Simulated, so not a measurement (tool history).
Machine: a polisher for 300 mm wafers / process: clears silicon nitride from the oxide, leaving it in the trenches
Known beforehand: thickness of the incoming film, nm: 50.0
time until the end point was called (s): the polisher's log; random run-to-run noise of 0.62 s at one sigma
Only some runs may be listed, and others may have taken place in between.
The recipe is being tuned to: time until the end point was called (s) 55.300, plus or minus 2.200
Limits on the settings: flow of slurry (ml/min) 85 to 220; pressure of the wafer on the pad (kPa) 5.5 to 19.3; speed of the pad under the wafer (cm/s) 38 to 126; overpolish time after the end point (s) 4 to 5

run,hour,flow of slurry (ml/min),pressure of the wafer on the pad (kPa),speed of the pad under the wafer (cm/s),overpolish time after the end point (s),time until the end point was called (s)
1,0.0,140,12.4,82,5,77.326
2,4.2,140,13.1,82,5,72.354
3,10.0,140,13.1,74,5,79.779
4,11.0,140,13.8,74,5,75.471
5,17.7,140,14.5,74,5,72.518
6,21.1,140,15.2,74,5,67.740
7,23.2,150,16.5,74,5,61.056
8,26.4,150,17.2,74,5,58.381

Which single option among these 4 for the next run brings every result within its allowed miss of target? Just one does.
A,29.6,175,19.3,78,4,?
B,29.6,150,17.9,78,5,?
C,29.6,145,19.3,78,4,?
D,29.6,140,14.5,112,5,?

move,time until the end point was called (s)
A,49.388
B,54.531
C,51.040
D,50.730
A: takes the result that was furthest off past its target
B: all results land within tolerance of their targets
C: takes the result that was furthest off past its target
D: takes the result that was furthest off past its target
The move that meets every target is B.

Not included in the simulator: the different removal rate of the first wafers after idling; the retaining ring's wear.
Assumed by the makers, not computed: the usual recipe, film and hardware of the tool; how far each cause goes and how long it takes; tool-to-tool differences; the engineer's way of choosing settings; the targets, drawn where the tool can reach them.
